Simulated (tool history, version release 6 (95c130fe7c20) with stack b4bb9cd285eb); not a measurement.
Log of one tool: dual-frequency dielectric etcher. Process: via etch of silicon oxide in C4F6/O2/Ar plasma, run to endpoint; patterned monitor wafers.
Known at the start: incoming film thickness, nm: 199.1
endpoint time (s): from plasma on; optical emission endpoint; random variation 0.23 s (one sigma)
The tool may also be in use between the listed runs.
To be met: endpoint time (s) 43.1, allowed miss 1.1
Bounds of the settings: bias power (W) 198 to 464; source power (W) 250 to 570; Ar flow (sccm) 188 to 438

Run 1, day 0: bias power (W) 331, source power (W) 410, Ar flow (sccm) 313. Result: endpoint time (s) 52.241.
Run 2, day 0.029: bias power (W) 331, source power (W) 440, Ar flow (sccm) 313. Result: endpoint time (s) 51.361.
Run 3, day 0.204: bias power (W) 361, source power (W) 460, Ar flow (sccm) 307. Result: endpoint time (s) 48.298.
Run 4, day 0.538: bias power (W) 361, source power (W) 440, Ar flow (sccm) 307. Result: endpoint time (s) 49.001.
Run 5, day 0.758: bias power (W) 361, source power (W) 440, Ar flow (sccm) 269. Result: endpoint time (s) 47.809.
Run 6, day 1.096: bias power (W) 379, source power (W) 450, Ar flow (sccm) 267. Result: endpoint time (s) 46.077.
Run 7, day 1.392: bias power (W) 390, source power (W) 450, Ar flow (sccm) 266. Result: endpoint time (s) 45.336.
Run 8, day 1.571: bias power (W) 398, source power (W) 450, Ar flow (sccm) 265. Result: endpoint time (s) 45.091.
Run 9, day 1.608: bias power (W) 406, source power (W) 450, Ar flow (sccm) 264. Result: endpoint time (s) 45.23.

4 next moves are on the table. One of them brings every result within its allowed miss. Which?
Run A, day 1.646: bias power (W) 421, source power (W) 410, Ar flow (sccm) 260. Result: endpoint time (s) ?.
Run B, day 1.646: bias power (W) 381, source power (W) 450, Ar flow (sccm) 320. Result: endpoint time (s) ?.
Run C, day 1.646: bias power (W) 445, source power (W) 370, Ar flow (sccm) 260. Result: endpoint time (s) ?.
Run D, day 1.646: bias power (W) 418, source power (W) 480, Ar flow (sccm) 259. Result: endpoint time (s) ?.

move  endpoint time (s)
   A             44.915
   B             47.005
   C             45.755
   D             42.079
A: nearer than the last run, and not there yet
B: further off than the last run
C: further off than the last run
D: meets every target
The right move is D.
